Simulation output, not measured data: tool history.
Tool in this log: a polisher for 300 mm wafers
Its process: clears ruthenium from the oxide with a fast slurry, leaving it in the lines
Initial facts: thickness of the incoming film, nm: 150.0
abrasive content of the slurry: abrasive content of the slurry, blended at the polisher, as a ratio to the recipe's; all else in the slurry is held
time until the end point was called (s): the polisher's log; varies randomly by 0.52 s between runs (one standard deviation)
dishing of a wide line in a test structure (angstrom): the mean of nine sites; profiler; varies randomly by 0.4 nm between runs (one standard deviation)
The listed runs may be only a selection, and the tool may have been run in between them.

run	hour	flow of slurry (ml/min)	pressure of the wafer on the pad (kPa)	speed of the pad under the wafer (cm/s)	abrasive content of the slurry	overpolish time after the end point (s)	time until the end point was called (s)	dishing of a wide line in a test structure (angstrom)
1	0	210	17.9	80	1	15	48.703	242.46
2	8	210	19.3	80	1	15	46.106	255.88
3	9.3	210	15.2	80	1	15	56.455	227.94
4	16.8	210	17.2	80	1	15	49.93	241.35
5	17.7	210	18.6	80	1	15	46.471	247.32
# hour 21.6: head pressure recalibrated
6	21.6	210	20	80	1	15	48.325	240.39

Estimate the outcome of run 7 from the log above:
7	25.1	210	21.4	84	1	15	?	?

time until the end point was called (s): 42.703
dishing of a wide line in a test structure (angstrom): 266.9
